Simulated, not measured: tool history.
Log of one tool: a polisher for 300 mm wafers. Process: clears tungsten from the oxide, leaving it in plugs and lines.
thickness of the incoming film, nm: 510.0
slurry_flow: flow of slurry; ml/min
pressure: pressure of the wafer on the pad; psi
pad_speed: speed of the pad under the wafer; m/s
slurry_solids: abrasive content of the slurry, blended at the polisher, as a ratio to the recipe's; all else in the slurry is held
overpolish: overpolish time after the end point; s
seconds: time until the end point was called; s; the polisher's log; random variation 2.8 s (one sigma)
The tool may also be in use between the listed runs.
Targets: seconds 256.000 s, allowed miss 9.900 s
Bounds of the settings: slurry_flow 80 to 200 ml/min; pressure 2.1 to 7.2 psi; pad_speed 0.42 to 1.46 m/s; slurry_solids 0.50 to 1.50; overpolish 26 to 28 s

| run | hour | slurry_flow | pressure | pad_speed | slurry_solids | overpolish | seconds |
|---|---|---|---|---|---|---|---|
| 1 | 0.0 | 130 | 4.6 | 0.94 | 1.00 | 26 | 98.412 |
| 2 | 7.5 | 125 | 3.9 | 0.84 | 1.00 | 26 | 129.140 |
| 3 | 14.0 | 125 | 3.9 | 0.94 | 1.00 | 26 | 113.150 |
| 4 | 20.0 | 125 | 3.9 | 0.94 | 1.00 | 28 | 113.020 |
| 5 | 22.0 | 120 | 3.4 | 0.84 | 1.00 | 28 | 146.540 |
| 6 | 23.9 | 120 | 3.4 | 0.84 | 1.00 | 26 | 146.940 |
| 7 | 24.4 | 105 | 2.1 | 0.58 | 0.95 | 26 | 324.120 |
| 8 | 27.4 | 120 | 2.2 | 0.58 | 0.95 | 26 | 301.750 |

Which of these 5 next moves meets every target?
| A | 30.4 | 115 | 2.5 | 0.58 | 0.90 | 26 | ? |
| B | 30.4 | 95 | 2.6 | 0.52 | 1.00 | 26 | ? |
| C | 30.4 | 110 | 2.1 | 0.58 | 0.85 | 26 | ? |
| D | 30.4 | 140 | 2.7 | 0.56 | 0.90 | 28 | ? |
| E | 30.4 | 115 | 2.1 | 0.50 | 1.00 | 27 | ? |

| move | seconds |
|---|---|
| A | 277.820 |
| B | 303.310 |
| C | 328.460 |
| D | 259.200 |
| E | 359.950 |
A: nearer than the last run, and not there yet
B: as far off as the last run
C: further off than the last run
D: meets every target
E: further off than the last run
Answer: D
